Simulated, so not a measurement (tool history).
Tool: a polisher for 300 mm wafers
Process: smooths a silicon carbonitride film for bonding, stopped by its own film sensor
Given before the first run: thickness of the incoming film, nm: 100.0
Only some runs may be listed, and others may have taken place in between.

run	day	flow of slurry (ml/min)	pressure of the wafer on the pad (psi)	speed of the pad under the wafer (m/s)	abrasive content of the slurry	target thickness at which the film sensor stops the polish (nm)	time until the film sensor stopped the polish (s)
1	0.000	310	1.8	0.76	1.0	89	76.128
2	0.208	310	1.8	0.76	1.1	89	73.601
3	0.246	310	1.7	0.76	1.1	89	77.379
4	0.354	310	1.4	0.76	1.1	89	90.196
5	0.392	310	1.6	0.76	1.1	89	80.860
6	0.617	310	1.4	0.76	1.1	89	88.227

What does the tool deliver on the next run?
7	0.946	310	1.4	0.76	1.1	89	?

Run 7 measured time until the film sensor stopped the polish (s) 90.435.
